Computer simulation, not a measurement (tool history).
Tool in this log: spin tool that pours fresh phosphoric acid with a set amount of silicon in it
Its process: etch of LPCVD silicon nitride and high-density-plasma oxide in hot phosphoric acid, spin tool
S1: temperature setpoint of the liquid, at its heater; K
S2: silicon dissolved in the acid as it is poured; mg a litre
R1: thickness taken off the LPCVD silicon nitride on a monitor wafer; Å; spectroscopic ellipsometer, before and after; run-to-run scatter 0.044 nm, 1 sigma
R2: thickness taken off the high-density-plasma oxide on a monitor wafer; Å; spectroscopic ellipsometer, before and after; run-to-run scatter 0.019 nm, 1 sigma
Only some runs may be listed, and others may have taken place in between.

Run 1, day 0: S1 436.15 K, S2 8.5 mg a litre, time under the liquid (s) 80. Result: R1 89.453 Å, R2 7.2447 Å.
Run 2, day 0.212: S1 435.65 K, S2 8.5 mg a litre, time under the liquid (s) 75. Result: R1 84.917 Å, R2 6.8912 Å.
Run 3, day 0.496: S1 434.15 K, S2 8.5 mg a litre, time under the liquid (s) 75. Result: R1 80.056 Å, R2 6.1135 Å.
Run 4, day 0.579: S1 432.15 K, S2 8.5 mg a litre, time under the liquid (s) 75. Result: R1 74.69 Å, R2 5.8375 Å.
Run 5, day 0.867: S1 432.15 K, S2 5.5 mg a litre, time under the liquid (s) 75. Result: R1 75.091 Å, R2 5.1826 Å.
At day 1.129: thermometer replaced.
Run 6, day 1.129: S1 432.15 K, S2 2 mg a litre, time under the liquid (s) 75. Result: R1 67.852 Å, R2 4.6992 Å.
Run 7, day 1.242: S1 432.15 K, S2 2 mg a litre, time under the liquid (s) 70. Result: R1 65.263 Å, R2 3.9794 Å.
Run 8, day 1.35: S1 432.15 K, S2 3 mg a litre, time under the liquid (s) 65. Result: R1 58.849 Å, R2 4.0767 Å.
Run 9, day 1.396: S1 431.15 K, S2 8 mg a litre, time under the liquid (s) 50. Result: R1 44.732 Å, R2 2.712 Å.

Run 10 has not been measured yet. What should we expect?
Run 10, day 1.758: S1 433.15 K, S2 2.5 mg a litre, time under the liquid (s) 40. Result: R1 ?, R2 ?.

Logged for run 10: R1 37.712 Å, R2 3.0233 Å.

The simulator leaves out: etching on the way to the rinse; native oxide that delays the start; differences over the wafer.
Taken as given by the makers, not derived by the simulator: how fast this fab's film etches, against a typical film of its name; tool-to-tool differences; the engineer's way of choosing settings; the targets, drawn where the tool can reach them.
